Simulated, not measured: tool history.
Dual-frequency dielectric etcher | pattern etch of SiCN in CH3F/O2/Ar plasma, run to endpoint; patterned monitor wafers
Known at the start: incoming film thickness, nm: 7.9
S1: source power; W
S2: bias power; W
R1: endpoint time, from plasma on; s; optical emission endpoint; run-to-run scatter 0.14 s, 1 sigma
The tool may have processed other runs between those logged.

{"run": 1, "hour": 0.0, "S1": 430, "S2": 82, "R1": 21.711}
{"run": 2, "hour": 0.8, "S1": 430, "S2": 76, "R1": 22.35}
{"run": 3, "hour": 3.6, "S1": 410, "S2": 75, "R1": 22.687}
{"run": 4, "hour": 9.3, "S1": 400, "S2": 74, "R1": 23.064}
{"run": 5, "hour": 11.6, "S1": 450, "S2": 74, "R1": 21.978}
{"run": 6, "hour": 13.3, "S1": 450, "S2": 82, "R1": 21.252}
{"run": 7, "hour": 14.1, "S1": 420, "S2": 81, "R1": 21.943}

Expected results for the next run?
{"run": 8, "hour": 17.6, "S1": 400, "S2": 80, "R1": "?"}

R1: 22.311 s
